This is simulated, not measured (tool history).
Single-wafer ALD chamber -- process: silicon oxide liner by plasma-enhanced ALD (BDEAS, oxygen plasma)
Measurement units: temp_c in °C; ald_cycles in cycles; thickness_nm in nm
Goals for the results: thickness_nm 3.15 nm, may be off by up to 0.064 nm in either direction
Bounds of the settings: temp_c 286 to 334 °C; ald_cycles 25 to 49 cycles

Run 1, day 0: temp_c 310 °C, ald_cycles 37 cycles. Result: thickness_nm 3.5844 nm.
Run 2, day 0.183: temp_c 310 °C, ald_cycles 36 cycles. Result: thickness_nm 3.4822 nm.
Run 3, day 0.383: temp_c 310 °C, ald_cycles 35 cycles. Result: thickness_nm 3.3749 nm.
Run 4, day 0.517: temp_c 310 °C, ald_cycles 37 cycles. Result: thickness_nm 3.5687 nm.
Run 5, day 0.788: temp_c 310 °C, ald_cycles 36 cycles. Result: thickness_nm 3.4693 nm.
Run 6, day 0.817: temp_c 310 °C, ald_cycles 39 cycles. Result: thickness_nm 3.7609 nm.
Run 7, day 0.858: temp_c 311 °C, ald_cycles 37 cycles. Result: thickness_nm 3.5799 nm.
Run 8, day 1.079: temp_c 311 °C, ald_cycles 36 cycles. Result: thickness_nm 3.501 nm.
Run 9, day 1.229: temp_c 311 °C, ald_cycles 35 cycles. Result: thickness_nm 3.4106 nm.
Run 10, day 1.262: temp_c 311 °C, ald_cycles 34 cycles. Result: thickness_nm 3.2903 nm.

Which one of the following 5 next-run settings gets every result inside its allowed miss? There is exactly one.
Run A, day 1.296: temp_c 322 °C, ald_cycles 37 cycles. Result: thickness_nm ?.
Run B, day 1.296: temp_c 316 °C, ald_cycles 36 cycles. Result: thickness_nm ?.
Run C, day 1.296: temp_c 301 °C, ald_cycles 31 cycles. Result: thickness_nm ?.
Run D, day 1.296: temp_c 314 °C, ald_cycles 35 cycles. Result: thickness_nm ?.
Run E, day 1.296: temp_c 318 °C, ald_cycles 33 cycles. Result: thickness_nm ?.

move  thickness_nm
   A        3.5161
   B        3.4529
   C        3.0417
   D        3.3672
   E        3.1554
A: the biggest miss grows against the last run
B: the biggest miss grows against the last run
C: takes the result that was furthest off past its target
D: the biggest miss grows against the last run
E: each result inside its tolerance
E is the move that brings every result within its allowed miss.
